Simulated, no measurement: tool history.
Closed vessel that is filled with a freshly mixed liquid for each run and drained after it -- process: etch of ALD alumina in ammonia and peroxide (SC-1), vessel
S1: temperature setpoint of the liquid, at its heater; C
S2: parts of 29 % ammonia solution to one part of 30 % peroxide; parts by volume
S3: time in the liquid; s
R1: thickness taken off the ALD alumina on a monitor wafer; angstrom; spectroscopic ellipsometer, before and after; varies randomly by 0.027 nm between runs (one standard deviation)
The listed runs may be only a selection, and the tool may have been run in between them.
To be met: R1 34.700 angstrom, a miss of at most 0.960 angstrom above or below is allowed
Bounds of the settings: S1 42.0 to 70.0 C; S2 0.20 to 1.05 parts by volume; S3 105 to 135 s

run	hour	S1	S2	S3	R1
1	0.0	58.0	0.55	135	76.372
2	6.0	53.0	0.55	135	59.379
3	8.1	53.0	0.75	135	59.906
4	9.6	57.0	0.75	135	75.022
5	10.9	57.0	0.85	135	76.559
6	17.0	57.0	0.85	105	58.427
7	21.4	53.5	0.85	105	48.697
8	29.9	51.5	0.85	105	44.261
9	31.1	50.0	0.85	105	40.136
10	39.2	49.0	0.85	105	38.552
11	44.0	48.5	0.85	105	37.530
12	52.5	46.5	0.85	105	33.493

Of the 5 settings listed for the next run, only one would bring every result within its allowed miss of target. Which one?
A	61.0	45.5	0.80	115	?
B	61.0	45.5	0.90	105	?
C	61.0	45.0	0.90	105	?
D	61.0	43.0	0.60	130	?
E	61.0	42.5	0.85	125	?

move	R1
A	34.077
B	31.465
C	30.583
D	32.483
E	31.367
A: all results in spec
B: moves away from the targets compared with the last run
C: moves away from the targets compared with the last run
D: moves away from the targets compared with the last run
E: moves away from the targets compared with the last run
A meets every target.
